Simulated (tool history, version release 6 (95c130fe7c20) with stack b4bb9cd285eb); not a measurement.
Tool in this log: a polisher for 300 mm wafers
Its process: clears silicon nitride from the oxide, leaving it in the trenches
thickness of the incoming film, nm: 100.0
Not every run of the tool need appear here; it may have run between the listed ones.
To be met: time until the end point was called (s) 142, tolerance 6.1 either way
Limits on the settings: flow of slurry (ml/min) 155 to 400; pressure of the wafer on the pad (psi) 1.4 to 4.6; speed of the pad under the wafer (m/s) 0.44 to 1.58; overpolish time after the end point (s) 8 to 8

run	day	flow of slurry (ml/min)	pressure of the wafer on the pad (psi)	speed of the pad under the wafer (m/s)	overpolish time after the end point (s)	time until the end point was called (s)
1	0	255	3	1	8	104.5
2	0.367	255	3	1	8	104.02
3	0.692	255	2.8	1	8	112.12
4	1.012	280	2.8	1	8	113.42
5	1.375	255	2.8	1	8	113.75
6	1.496	255	2.7	1	8	114.05
7	1.758	255	1.9	0.98	8	162.56
8	1.871	255	2	0.98	8	151.1
9	1.979	255	2.1	0.98	8	148.63

Which single option among these 4 for the next run brings every result within its allowed miss of target? Just one does.
A	2.088	250	2.4	0.76	8	?
B	2.088	355	2.5	0.84	8	?
C	2.088	175	1.8	1.14	8	?
D	2.088	265	2	0.98	8	?

move	time until the end point was called (s)
A	163.61
B	141.26
C	155.02
D	155.53
A: its largest miss is bigger than the last run's
B: all results in spec
C: its largest miss is bigger than the last run's
D: its largest miss is bigger than the last run's
So the answer is move B, the one that meets all the targets.
